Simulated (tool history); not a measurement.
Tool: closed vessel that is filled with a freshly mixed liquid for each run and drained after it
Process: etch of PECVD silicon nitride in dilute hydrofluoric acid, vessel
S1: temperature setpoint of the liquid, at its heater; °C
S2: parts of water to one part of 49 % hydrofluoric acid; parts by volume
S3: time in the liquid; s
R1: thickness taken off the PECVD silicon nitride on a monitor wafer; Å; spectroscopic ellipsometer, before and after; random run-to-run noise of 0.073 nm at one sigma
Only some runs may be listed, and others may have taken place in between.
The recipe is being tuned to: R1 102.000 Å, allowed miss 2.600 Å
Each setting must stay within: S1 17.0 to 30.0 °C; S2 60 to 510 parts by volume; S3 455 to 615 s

{"run": 1, "hour": 0.0, "S1": 22.0, "S2": 285, "S3": 615, "R1": 53.657}
{"run": 2, "hour": 7.4, "S1": 23.5, "S2": 275, "S3": 615, "R1": 61.475}
{"run": 3, "hour": 9.7, "S1": 20.0, "S2": 275, "S3": 615, "R1": 49.313}
{"run": 4, "hour": 17.5, "S1": 23.0, "S2": 275, "S3": 615, "R1": 59.091}
{"run": 5, "hour": 19.3, "S1": 24.0, "S2": 270, "S3": 615, "R1": 65.51}
{"run": 6, "hour": 24.3, "S1": 25.0, "S2": 270, "S3": 615, "R1": 68.64}
{"run": 7, "hour": 28.7, "S1": 26.0, "S2": 265, "S3": 615, "R1": 75.557}
{"run": 8, "hour": 35.6, "S1": 30.0, "S2": 255, "S3": 615, "R1": 98.677}

Which single option among these 4 for the next run brings every result within its allowed miss of target? Just one does.
{"run": "A", "hour": 42.5, "S1": 28.0, "S2": 165, "S3": 465, "R1": "?"}
{"run": "B", "hour": 42.5, "S1": 28.0, "S2": 235, "S3": 615, "R1": "?"}
{"run": "C", "hour": 42.5, "S1": 30.0, "S2": 255, "S3": 600, "R1": "?"}
{"run": "D", "hour": 42.5, "S1": 27.5, "S2": 175, "S3": 455, "R1": "?"}

move=A R1=101.390
move=B R1=93.555
move=C R1=94.315
move=D R1=90.652
A: all results land within tolerance of their targets
B: the biggest miss grows against the last run
C: the biggest miss grows against the last run
D: the biggest miss grows against the last run
Answer: A
